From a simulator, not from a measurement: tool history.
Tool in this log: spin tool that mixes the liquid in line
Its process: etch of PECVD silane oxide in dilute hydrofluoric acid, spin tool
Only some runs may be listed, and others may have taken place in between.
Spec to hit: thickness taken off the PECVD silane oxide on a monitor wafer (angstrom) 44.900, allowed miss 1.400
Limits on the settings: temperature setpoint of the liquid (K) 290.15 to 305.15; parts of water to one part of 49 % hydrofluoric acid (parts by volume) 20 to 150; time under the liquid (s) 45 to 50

run	day	temperature setpoint of the liquid (K)	parts of water to one part of 49 % hydrofluoric acid (parts by volume)	time under the liquid (s)	thickness taken off the PECVD silane oxide on a monitor wafer (angstrom)
1	0.000	297.15	85	45	87.222
2	0.375	297.15	85	45	87.508
3	0.558	295.65	90	45	76.250
4	0.767	294.65	95	45	69.027
5	0.888	293.65	100	45	63.583
6	1.238	293.15	105	45	59.114
7	1.533	292.65	110	45	53.590
8	1.783	292.65	110	45	54.123
9	2.021	292.15	110	45	53.017
10	2.367	291.65	110	45	51.933
11	2.529	291.15	110	45	51.371
12	2.729	290.65	115	45	48.079

Consider the 5 candidate settings below. Which is the only one whose results all fall within their allowed miss of target?
A	2.929	295.65	135	50	?
B	2.929	290.65	105	45	?
C	2.929	290.15	130	50	?
D	2.929	290.15	110	45	?
E	2.929	290.15	115	50	?

move	thickness taken off the PECVD silane oxide on a monitor wafer (angstrom)
A	53.893
B	52.602
C	45.070
D	48.916
E	51.724
A: its largest miss is bigger than the last run's
B: its largest miss is bigger than the last run's
C: every result within its allowed miss
D: its largest miss is bigger than the last run's
E: its largest miss is bigger than the last run's
Go with C: it meets all targets.

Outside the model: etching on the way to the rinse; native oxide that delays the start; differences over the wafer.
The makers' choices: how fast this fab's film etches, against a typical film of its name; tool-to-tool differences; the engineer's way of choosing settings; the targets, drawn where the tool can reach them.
